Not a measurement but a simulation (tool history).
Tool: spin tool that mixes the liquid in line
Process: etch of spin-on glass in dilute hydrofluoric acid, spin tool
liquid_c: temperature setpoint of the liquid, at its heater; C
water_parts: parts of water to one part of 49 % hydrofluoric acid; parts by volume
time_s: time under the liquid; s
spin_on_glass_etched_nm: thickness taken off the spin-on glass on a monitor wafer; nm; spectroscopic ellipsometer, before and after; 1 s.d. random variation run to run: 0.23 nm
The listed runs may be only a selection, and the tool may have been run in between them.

run	day	liquid_c	water_parts	time_s	spin_on_glass_etched_nm
1	0.000	25.0	75	15	8.5708
2	0.292	25.0	90	15	7.0458
3	0.608	22.0	90	15	6.2824
4	0.667	22.0	115	15	4.7845
5	0.858	24.5	95	15	6.5260
6	0.917	24.5	95	15	6.4215
7	1.117	26.5	80	15	8.6976
8	1.188	28.0	65	15	11.4210
9	1.262	29.0	55	15	14.2990
10	1.588	29.0	55	15	14.2960
11	1.729	30.0	50	15	16.2110
12	1.900	33.0	25	15	39.1440
13	2.179	32.0	25	15	36.8020
14	2.279	30.5	25	15	34.6440
15	2.558	28.5	25	15	32.2850
16	2.883	26.5	25	15	29.5640
17	2.967	25.5	25	15	28.1410
18	3.292	24.5	25	15	27.5300

Estimate the outcome of run 19 from the log above:
19	3.650	24.0	25	15	?

{"run 19": {"spin_on_glass_etched_nm": 27.15}}
